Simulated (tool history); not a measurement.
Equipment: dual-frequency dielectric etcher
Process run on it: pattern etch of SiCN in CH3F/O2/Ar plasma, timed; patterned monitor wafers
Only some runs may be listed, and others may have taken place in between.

| run | hour | source power (W) | bias power (W) | etch time (s) | mean etch depth across the wafer (angstrom) |
|---|---|---|---|---|---|
| 1 | 0.0 | 360 | 92 | 35.5 | 144.82 |
| 2 | 1.7 | 410 | 92 | 35.5 | 151.59 |
| 3 | 3.7 | 350 | 92 | 35.5 | 143.37 |
| 4 | 9.0 | 350 | 108 | 35.5 | 150.07 |
| 5 | 17.2 | 350 | 115 | 35.5 | 153.44 |
| 6 | 19.9 | 320 | 113 | 35.5 | 147.88 |
| 7 | 24.9 | 300 | 112 | 35.5 | 144.40 |
| 8 | 27.1 | 280 | 111 | 35.5 | 140.78 |

Run 9, settings as shown, results not yet in. Your forecast:
| 9 | 28.8 | 270 | 111 | 35.5 | ? |

mean etch depth across the wafer (angstrom): 139.14
